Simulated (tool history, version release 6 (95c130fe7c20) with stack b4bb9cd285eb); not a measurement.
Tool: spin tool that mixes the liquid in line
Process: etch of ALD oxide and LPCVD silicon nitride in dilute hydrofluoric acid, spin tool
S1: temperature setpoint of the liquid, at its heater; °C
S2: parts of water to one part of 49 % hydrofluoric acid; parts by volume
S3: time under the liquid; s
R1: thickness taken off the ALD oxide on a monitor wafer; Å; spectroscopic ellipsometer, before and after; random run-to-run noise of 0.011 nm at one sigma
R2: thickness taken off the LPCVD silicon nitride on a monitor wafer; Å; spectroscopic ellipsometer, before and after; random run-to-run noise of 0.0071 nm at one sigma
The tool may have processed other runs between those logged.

run    day    S1   S2   S3      R1      R2
  1      0    20  190  180  67.121   3.384
  2  0.262  19.5  215  175  55.265  2.7615
  3  0.529    19  240  170  45.573  1.8352
  4  0.579    19  270  170  39.856  1.9562
  5  0.667  22.5  270  170   44.99  2.8867
  6  0.733  21.5  285  160  38.061  2.1531

Forecast run 7:
  7  1.05  18  340  100   ?   ?

R1: 16.922 Å
R2: 0.86317 Å

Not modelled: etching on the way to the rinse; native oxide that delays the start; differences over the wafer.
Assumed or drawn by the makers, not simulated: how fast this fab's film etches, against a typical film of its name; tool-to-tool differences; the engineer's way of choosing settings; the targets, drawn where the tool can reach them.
